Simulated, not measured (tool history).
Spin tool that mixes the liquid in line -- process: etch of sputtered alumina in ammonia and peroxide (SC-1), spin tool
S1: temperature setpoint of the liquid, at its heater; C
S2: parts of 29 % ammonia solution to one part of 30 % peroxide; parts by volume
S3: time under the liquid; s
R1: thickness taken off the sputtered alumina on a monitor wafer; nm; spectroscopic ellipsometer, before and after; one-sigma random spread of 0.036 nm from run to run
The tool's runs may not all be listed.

{"run": 1, "day": 0.0, "S1": 49, "S2": 1, "S3": 275, "R1": 16.88}
{"run": 2, "day": 0.133, "S1": 47.5, "S2": 1, "S3": 275, "R1": 15.613}
{"run": 3, "day": 0.367, "S1": 54, "S2": 1, "S3": 275, "R1": 22.311}
{"run": 4, "day": 0.575, "S1": 48.5, "S2": 1, "S3": 275, "R1": 16.537}
{"run": 5, "day": 0.917, "S1": 54.5, "S2": 1, "S3": 275, "R1": 22.935}
{"run": 6, "day": 1.238, "S1": 54.5, "S2": 0.8, "S3": 275, "R1": 22.21}
{"run": 7, "day": 1.512, "S1": 52.5, "S2": 0.8, "S3": 275, "R1": 20.097}

The next listed run, before its measurement:
{"run": 8, "day": 1.738, "S1": 44.5, "S2": 0.75, "S3": 275, "R1": "?"}

{"run 8": {"R1": 12.731}}

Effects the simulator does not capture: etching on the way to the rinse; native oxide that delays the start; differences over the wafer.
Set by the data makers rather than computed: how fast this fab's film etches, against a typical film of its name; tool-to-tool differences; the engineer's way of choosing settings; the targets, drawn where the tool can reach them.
